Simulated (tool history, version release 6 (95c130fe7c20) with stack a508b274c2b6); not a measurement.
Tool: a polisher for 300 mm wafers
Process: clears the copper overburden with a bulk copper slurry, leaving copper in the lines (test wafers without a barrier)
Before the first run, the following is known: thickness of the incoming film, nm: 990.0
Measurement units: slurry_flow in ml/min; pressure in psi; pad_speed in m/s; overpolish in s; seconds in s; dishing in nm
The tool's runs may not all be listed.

run	hour	slurry_flow	pressure	pad_speed	slurry_solids	overpolish	seconds	dishing
1	0	235	3.1	0.84	1	12	99.72	74.87
2	6.8	235	3.1	0.84	1.2	12	95.238	73.984
3	14.7	235	3.2	0.84	1.2	12	94.07	76.588
4	15.9	235	3.2	0.84	1.1	12	94.551	77.456
5	23	235	3.3	0.84	1.1	12	92.966	79.533
6	25.8	235	2.5	0.84	1.1	12	119.99	61.977
7	30.4	235	2.7	0.84	1.1	12	109.56	65.794

Estimate the outcome of run 8 from the log above:
8	38.7	235	2.9	0.84	1.1	12	?	?

seconds: 105.29 s
dishing: 71.838 nm
